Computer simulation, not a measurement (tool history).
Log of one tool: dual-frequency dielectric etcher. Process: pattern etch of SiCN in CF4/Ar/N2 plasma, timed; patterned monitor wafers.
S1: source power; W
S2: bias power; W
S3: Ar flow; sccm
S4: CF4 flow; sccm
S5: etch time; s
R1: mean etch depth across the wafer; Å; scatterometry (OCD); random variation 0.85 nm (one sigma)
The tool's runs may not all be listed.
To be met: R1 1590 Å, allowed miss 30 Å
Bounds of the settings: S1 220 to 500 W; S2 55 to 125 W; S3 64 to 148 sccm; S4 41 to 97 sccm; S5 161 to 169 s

{"run": 1, "hour": 0.0, "S1": 360, "S2": 90, "S3": 106, "S4": 69, "S5": 161, "R1": 1298.2}
{"run": 2, "hour": 8.9, "S1": 370, "S2": 90, "S3": 106, "S4": 69, "S5": 161, "R1": 1326.1}
{"run": 3, "hour": 17.2, "S1": 420, "S2": 90, "S3": 106, "S4": 69, "S5": 161, "R1": 1494.4}
{"run": 4, "hour": 25.2, "S1": 380, "S2": 90, "S3": 106, "S4": 69, "S5": 161, "R1": 1362.2}
{"run": 5, "hour": 28.8, "S1": 380, "S2": 82, "S3": 106, "S4": 69, "S5": 161, "R1": 1317.5}
{"run": 6, "hour": 35.8, "S1": 390, "S2": 82, "S3": 106, "S4": 69, "S5": 161, "R1": 1342.1}
{"run": 7, "hour": 43.4, "S1": 400, "S2": 82, "S3": 106, "S4": 69, "S5": 161, "R1": 1377.1}
{"run": 8, "hour": 44.7, "S1": 410, "S2": 82, "S3": 106, "S4": 69, "S5": 161, "R1": 1405.8}
{"run": 9, "hour": 50.0, "S1": 420, "S2": 82, "S3": 106, "S4": 69, "S5": 161, "R1": 1449.6}

Which of these 5 next moves meets every target?
{"run": "A", "hour": 55.3, "S1": 430, "S2": 80, "S3": 86, "S4": 74, "S5": 165.5, "R1": "?"}
{"run": "B", "hour": 55.3, "S1": 400, "S2": 70, "S3": 120, "S4": 71, "S5": 161.5, "R1": "?"}
{"run": "C", "hour": 55.3, "S1": 420, "S2": 80, "S3": 97, "S4": 71, "S5": 166, "R1": "?"}
{"run": "D", "hour": 55.3, "S1": 420, "S2": 78, "S3": 100, "S4": 72, "S5": 164, "R1": "?"}
{"run": "E", "hour": 55.3, "S1": 350, "S2": 82, "S3": 96, "S4": 85, "S5": 161.5, "R1": "?"}

move=A R1=1571.1
move=B R1=1279.6
move=C R1=1500.9
move=D R1=1466.2
move=E R1=1275.5
A: meets every target
B: further off than the last run
C: nearer than the last run, and not there yet
D: nearer than the last run, and not there yet
E: further off than the last run
Answer: A

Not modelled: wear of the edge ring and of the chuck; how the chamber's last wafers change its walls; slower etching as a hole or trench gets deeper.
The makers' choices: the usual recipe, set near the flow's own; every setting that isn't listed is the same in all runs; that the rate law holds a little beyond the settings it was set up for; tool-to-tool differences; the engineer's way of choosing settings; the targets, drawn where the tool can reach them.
